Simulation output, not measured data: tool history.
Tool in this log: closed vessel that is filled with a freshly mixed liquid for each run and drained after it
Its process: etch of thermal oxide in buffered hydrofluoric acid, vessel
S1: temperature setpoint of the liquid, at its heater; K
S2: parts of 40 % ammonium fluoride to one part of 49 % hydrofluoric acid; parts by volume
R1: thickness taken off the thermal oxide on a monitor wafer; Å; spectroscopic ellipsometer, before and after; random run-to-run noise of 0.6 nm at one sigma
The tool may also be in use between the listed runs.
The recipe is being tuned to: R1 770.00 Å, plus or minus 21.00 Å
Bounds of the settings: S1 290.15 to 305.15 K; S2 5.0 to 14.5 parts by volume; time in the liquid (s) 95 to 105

run 1 hour=0.0 | S1=297.15 S2=9.0 time_in_the_liquid_(s)=95 | R1=1061.30
run 2 hour=2.6 | S1=295.65 S2=9.0 time_in_the_liquid_(s)=95 | R1=986.08
run 3 hour=5.9 | S1=294.15 S2=9.0 time_in_the_liquid_(s)=95 | R1=892.99
run 4 hour=13.1 | S1=294.15 S2=9.0 time_in_the_liquid_(s)=105 | R1=998.69
run 5 hour=21.4 | S1=297.65 S2=9.0 time_in_the_liquid_(s)=105 | R1=1225.40
run 6 hour=29.4 | S1=300.15 S2=9.0 time_in_the_liquid_(s)=105 | R1=1371.20
run 7 hour=34.0 | S1=297.65 S2=9.5 time_in_the_liquid_(s)=105 | R1=1164.50
run 8 hour=36.0 | S1=293.65 S2=10.5 time_in_the_liquid_(s)=105 | R1=854.39
run 9 hour=43.0 | S1=293.15 S2=10.5 time_in_the_liquid_(s)=105 | R1=844.13
run 10 hour=44.7 | S1=292.65 S2=10.5 time_in_the_liquid_(s)=105 | R1=823.25
run 11 hour=52.9 | S1=292.15 S2=10.5 time_in_the_liquid_(s)=105 | R1=798.14

Exercise: of the 5 proposed moves below, exactly one satisfies all targets within the stated allowed misses. Which move is it?
run A hour=61.1 | S1=292.15 S2=10.0 time_in_the_liquid_(s)=105 | R1=?
run B hour=61.1 | S1=293.65 S2=11.0 time_in_the_liquid_(s)=105 | R1=?
run C hour=61.1 | S1=293.65 S2=9.5 time_in_the_liquid_(s)=95 | R1=?
run D hour=61.1 | S1=290.15 S2=8.5 time_in_the_liquid_(s)=95 | R1=?
run E hour=61.1 | S1=292.15 S2=9.5 time_in_the_liquid_(s)=100 | R1=?

move=A R1=834.35
move=B R1=827.10
move=C R1=848.13
move=D R1=766.34
move=E R1=820.76
A: moves away from the targets compared with the last run
B: moves away from the targets compared with the last run
C: moves away from the targets compared with the last run
D: every result within its allowed miss
E: moves away from the targets compared with the last run
Correct choice: D, which meets every target
